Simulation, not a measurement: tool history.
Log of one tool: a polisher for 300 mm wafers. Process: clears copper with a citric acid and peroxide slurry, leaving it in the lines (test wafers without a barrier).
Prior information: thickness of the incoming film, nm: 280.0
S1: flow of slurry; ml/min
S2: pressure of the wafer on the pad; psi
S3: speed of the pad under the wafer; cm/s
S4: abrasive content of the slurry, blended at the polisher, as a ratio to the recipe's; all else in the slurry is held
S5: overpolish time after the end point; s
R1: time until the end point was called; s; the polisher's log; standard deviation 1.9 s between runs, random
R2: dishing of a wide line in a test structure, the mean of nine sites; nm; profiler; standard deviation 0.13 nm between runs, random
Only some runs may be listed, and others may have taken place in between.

run,hour,S1,S2,S3,S4,S5,R1,R2
1,0,265,3.4,102,1,13,101.38,26.022
2,6.1,265,3.4,102,1.1,13,98.075,26.299
3,10.9,265,3.7,102,1.1,13,91.978,27.64
4,13.4,265,3.7,102,0.9,13,95.515,26.55
5,20.8,245,3.8,90,0.8,11,105.83,21.67
6,24.3,280,3.4,92,0.75,10,115.25,17.905
7,29.7,310,3,98,0.7,9,120.21,15.807

For run 8, what comes out?
8,35.6,310,3,98,0.7,9,?,?

For run 8 the tool returned R1 121.41 s, R2 15.097 nm.

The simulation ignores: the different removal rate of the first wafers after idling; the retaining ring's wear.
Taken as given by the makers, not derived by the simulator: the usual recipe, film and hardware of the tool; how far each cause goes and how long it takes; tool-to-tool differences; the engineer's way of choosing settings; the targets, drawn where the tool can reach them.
